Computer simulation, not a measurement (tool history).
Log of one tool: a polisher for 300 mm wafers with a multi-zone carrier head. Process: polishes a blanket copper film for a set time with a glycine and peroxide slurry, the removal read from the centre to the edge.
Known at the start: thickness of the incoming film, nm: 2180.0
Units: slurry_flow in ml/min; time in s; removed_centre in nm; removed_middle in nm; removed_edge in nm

{"run": 1, "hour": 0.0, "slurry_flow": 265, "centre_zone": 1.0, "middle_zone": 1.0, "edge_zone": 1.0, "time": 86, "removed_centre": 434.06, "removed_middle": 437.6, "removed_edge": 455.5}
{"run": 2, "hour": 3.7, "slurry_flow": 200, "centre_zone": 1.0, "middle_zone": 1.0, "edge_zone": 1.0, "time": 86, "removed_centre": 419.29, "removed_middle": 423.02, "removed_edge": 442.44}
{"run": 3, "hour": 10.0, "slurry_flow": 200, "centre_zone": 1.0, "middle_zone": 1.01, "edge_zone": 0.97, "time": 80, "removed_centre": 388.36, "removed_middle": 391.93, "removed_edge": 404.19}
{"run": 4, "hour": 12.9, "slurry_flow": 200, "centre_zone": 1.0, "middle_zone": 1.02, "edge_zone": 0.95, "time": 75, "removed_centre": 361.79, "removed_middle": 371.44, "removed_edge": 379.73}
{"run": 5, "hour": 18.7, "slurry_flow": 200, "centre_zone": 1.01, "middle_zone": 1.03, "edge_zone": 0.93, "time": 71, "removed_centre": 349.16, "removed_middle": 354.27, "removed_edge": 353.61}
{"run": 6, "hour": 27.6, "slurry_flow": 205, "centre_zone": 1.01, "middle_zone": 1.04, "edge_zone": 0.91, "time": 68, "removed_centre": 332.25, "removed_middle": 344.72, "removed_edge": 340.16}

Forecast run 7:
{"run": 7, "hour": 31.0, "slurry_flow": 205, "centre_zone": 1.02, "middle_zone": 1.05, "edge_zone": 0.89, "time": 65, "removed_centre": "?", "removed_middle": "?", "removed_edge": "?"}

Run 7 gave removed_centre 320.56 nm, removed_middle 330.74 nm, removed_edge 316.12 nm.

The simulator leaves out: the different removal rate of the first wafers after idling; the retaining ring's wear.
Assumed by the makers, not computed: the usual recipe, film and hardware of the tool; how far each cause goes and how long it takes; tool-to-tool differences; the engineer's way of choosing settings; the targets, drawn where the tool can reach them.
